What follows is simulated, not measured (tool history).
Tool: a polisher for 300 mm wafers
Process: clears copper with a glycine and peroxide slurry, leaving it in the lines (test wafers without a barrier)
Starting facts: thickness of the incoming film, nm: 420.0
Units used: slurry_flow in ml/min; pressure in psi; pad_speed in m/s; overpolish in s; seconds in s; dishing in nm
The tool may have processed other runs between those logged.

| run | hour | slurry_flow | pressure | pad_speed | overpolish | seconds | dishing |
|---|---|---|---|---|---|---|---|
| 1 | 0.0 | 195 | 2.6 | 0.98 | 24 | 79.684 | 80.176 |
| 2 | 6.5 | 200 | 2.5 | 0.98 | 22 | 79.343 | 75.228 |
| 3 | 14.9 | 200 | 2.5 | 0.98 | 17 | 80.120 | 62.160 |
| 4 | 15.7 | 200 | 2.5 | 0.98 | 13 | 80.237 | 49.449 |
| 5 | 18.6 | 220 | 2.5 | 0.98 | 13 | 79.407 | 50.568 |
| 6 | 27.0 | 255 | 2.5 | 0.98 | 13 | 76.912 | 51.749 |
| 7 | 30.4 | 250 | 2.4 | 0.98 | 14 | 81.728 | 52.334 |
| 8 | 39.3 | 250 | 2.3 | 0.98 | 14 | 81.939 | 51.580 |

Forecast run 9:
| 9 | 42.1 | 250 | 2.2 | 0.98 | 15 | ? | ? |

{"run 9": {"seconds": 84.521, "dishing": 52.749}}
